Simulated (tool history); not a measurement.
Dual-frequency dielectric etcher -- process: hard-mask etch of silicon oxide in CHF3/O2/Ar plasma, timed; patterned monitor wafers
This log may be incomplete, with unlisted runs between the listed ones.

run	hour	source power (W)	bias power (W)	etch time (s)	mean etch depth across the wafer (angstrom)
1	0.0	740	122	25.0	436.58
2	4.6	740	143	25.0	454.34
3	6.3	660	136	25.0	415.50
4	11.9	630	135	25.0	404.64
5	16.2	630	118	25.0	387.57
6	22.2	630	118	26.5	414.74
7	30.0	600	117	26.5	391.97
8	38.2	590	117	26.5	390.56
9	47.0	530	113	26.5	358.62
10	50.5	540	113	26.5	363.67

Run 11 is up next; what results do you expect?
11	58.5	540	113	26.5	?

mean etch depth across the wafer (angstrom): 360.43
